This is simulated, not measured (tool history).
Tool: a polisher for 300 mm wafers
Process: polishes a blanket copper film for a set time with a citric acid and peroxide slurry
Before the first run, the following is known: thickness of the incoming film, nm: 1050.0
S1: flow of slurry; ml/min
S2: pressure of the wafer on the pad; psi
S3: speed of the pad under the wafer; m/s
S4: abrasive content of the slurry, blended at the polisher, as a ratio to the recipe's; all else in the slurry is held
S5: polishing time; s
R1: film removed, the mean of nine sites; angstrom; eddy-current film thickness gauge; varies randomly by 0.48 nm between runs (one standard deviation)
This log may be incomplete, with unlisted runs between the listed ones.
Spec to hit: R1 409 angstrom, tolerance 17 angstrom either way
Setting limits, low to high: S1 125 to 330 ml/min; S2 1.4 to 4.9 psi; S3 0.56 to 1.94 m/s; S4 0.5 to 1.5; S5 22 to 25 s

| run | hour | S1 | S2 | S3 | S4 | S5 | R1 |
|---|---|---|---|---|---|---|---|
| 1 | 0 | 210 | 3.1 | 1.24 | 1 | 25 | 569.8 |
| 2 | 5.4 | 210 | 3.8 | 1.24 | 1 | 25 | 657.94 |
| 3 | 13.4 | 210 | 3.8 | 1 | 1 | 25 | 540.17 |
| 4 | 16.9 | 210 | 3.8 | 1 | 1.15 | 25 | 563.56 |
| 5 | 18.9 | 210 | 3.8 | 1.2 | 1.15 | 25 | 661.2 |
| 6 | 20.9 | 210 | 3.8 | 1.2 | 1.15 | 22 | 593.4 |
| 7 | 25.3 | 205 | 2.9 | 1.16 | 1.15 | 22 | 476.64 |
| 8 | 29.3 | 205 | 2.7 | 1.16 | 1.15 | 22 | 441.39 |
| 9 | 32.3 | 200 | 2.5 | 1.16 | 1.15 | 22 | 432.12 |

Exercise: of the 5 proposed moves below, exactly one satisfies all targets within the stated allowed misses. Which move is it?
| A | 35.3 | 170 | 2.5 | 1.26 | 1.1 | 23 | ? |
| B | 35.3 | 175 | 2.2 | 1.28 | 0.95 | 25 | ? |
| C | 35.3 | 230 | 2.9 | 1.1 | 1.1 | 22 | ? |
| D | 35.3 | 200 | 2.4 | 1.26 | 0.8 | 22 | ? |
| E | 35.3 | 195 | 2.3 | 1.14 | 1.1 | 25 | ? |

| move | R1 |
|---|---|
| A | 476.94 |
| B | 465.99 |
| C | 459.9 |
| D | 410.11 |
| E | 456.06 |
A: its largest miss is bigger than the last run's
B: its largest miss is bigger than the last run's
C: its largest miss is bigger than the last run's
D: in spec on every target
E: its largest miss is bigger than the last run's
D is the move that brings every result within its allowed miss.

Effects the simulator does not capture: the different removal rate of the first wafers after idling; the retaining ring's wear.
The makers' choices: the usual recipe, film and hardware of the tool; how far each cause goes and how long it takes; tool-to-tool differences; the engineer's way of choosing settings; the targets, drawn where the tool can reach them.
